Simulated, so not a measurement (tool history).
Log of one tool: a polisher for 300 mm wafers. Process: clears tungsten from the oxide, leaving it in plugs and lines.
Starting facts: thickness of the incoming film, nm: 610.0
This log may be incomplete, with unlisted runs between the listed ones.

| run | hour | flow of slurry (ml/min) | pressure of the wafer on the pad (psi) | speed of the pad under the wafer (m/s) | abrasive content of the slurry | overpolish time after the end point (s) | time until the end point was called (s) |
|---|---|---|---|---|---|---|---|
| 1 | 0 | 280 | 3.5 | 1.36 | 1 | 12 | 132.93 |
| 2 | 4.3 | 280 | 3.5 | 1.36 | 1 | 13 | 128.67 |
| 3 | 8.3 | 280 | 3.3 | 1.34 | 1 | 13 | 137.49 |
| 4 | 17 | 280 | 3.1 | 1.32 | 1 | 13 | 152.72 |
| 5 | 21.5 | 280 | 2.9 | 1.32 | 1 | 13 | 156.65 |
| 6 | 23.7 | 280 | 2.9 | 1.32 | 1 | 13 | 153.97 |

What does the tool deliver on the next run?
| 7 | 30.7 | 280 | 1.9 | 1.18 | 1 | 13 | ? |

{"run 7": {"time until the end point was called (s)": 261.65}}

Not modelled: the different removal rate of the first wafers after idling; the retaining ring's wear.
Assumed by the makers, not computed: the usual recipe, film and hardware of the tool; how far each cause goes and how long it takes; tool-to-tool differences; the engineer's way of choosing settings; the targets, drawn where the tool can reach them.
